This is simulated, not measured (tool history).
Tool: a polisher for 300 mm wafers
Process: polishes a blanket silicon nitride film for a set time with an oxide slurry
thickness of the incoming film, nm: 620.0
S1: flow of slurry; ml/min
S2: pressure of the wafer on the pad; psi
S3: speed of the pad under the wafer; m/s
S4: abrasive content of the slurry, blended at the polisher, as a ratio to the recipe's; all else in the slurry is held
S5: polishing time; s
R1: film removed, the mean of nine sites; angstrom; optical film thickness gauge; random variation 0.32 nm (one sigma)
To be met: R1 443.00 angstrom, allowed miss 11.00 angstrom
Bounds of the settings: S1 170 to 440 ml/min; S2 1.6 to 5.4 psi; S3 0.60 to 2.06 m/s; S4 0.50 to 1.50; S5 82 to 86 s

run  hour   S1   S2    S3    S4  S5      R1
  1   0.0  280  3.5  1.32  1.00  82  680.77
  2   4.3  275  3.1  1.32  1.00  82  611.08
  3  10.6  275  2.7  1.32  1.00  82  554.98
  4  13.2  275  2.7  1.48  1.00  82  606.83
  5  14.5  275  2.7  1.48  1.10  82  636.87
  6  23.3  275  2.7  1.48  1.10  82  624.95
  7  28.7  270  2.4  1.46  1.10  82  569.11
  8  37.3  265  2.2  1.46  1.10  82  527.58
  9  39.3  250  2.1  1.46  1.10  82  520.27
 10  45.0  250  1.9  1.46  1.10  82  482.66
 11  46.5  245  1.8  1.46  1.10  82  463.10
 12  54.2  235  1.8  1.46  1.10  82  459.44

5 next moves are on the table. One of them brings every result within its allowed miss. Which?
  A  61.9  275  1.8  1.28  1.00  83   ?
  B  61.9  185  1.6  1.48  1.15  82   ?
  C  61.9  200  1.8  1.26  1.40  82   ?
  D  61.9  275  1.8  1.52  0.95  86   ?
  E  61.9  170  2.2  1.22  1.25  86   ?

move      R1
   A  416.69
   B  428.65
   C  449.93
   D  478.54
   E  490.35
A: takes the result that was furthest off past its target
B: takes the result that was furthest off past its target
C: meets every target
D: further off than the last run
E: further off than the last run
The right move is C.

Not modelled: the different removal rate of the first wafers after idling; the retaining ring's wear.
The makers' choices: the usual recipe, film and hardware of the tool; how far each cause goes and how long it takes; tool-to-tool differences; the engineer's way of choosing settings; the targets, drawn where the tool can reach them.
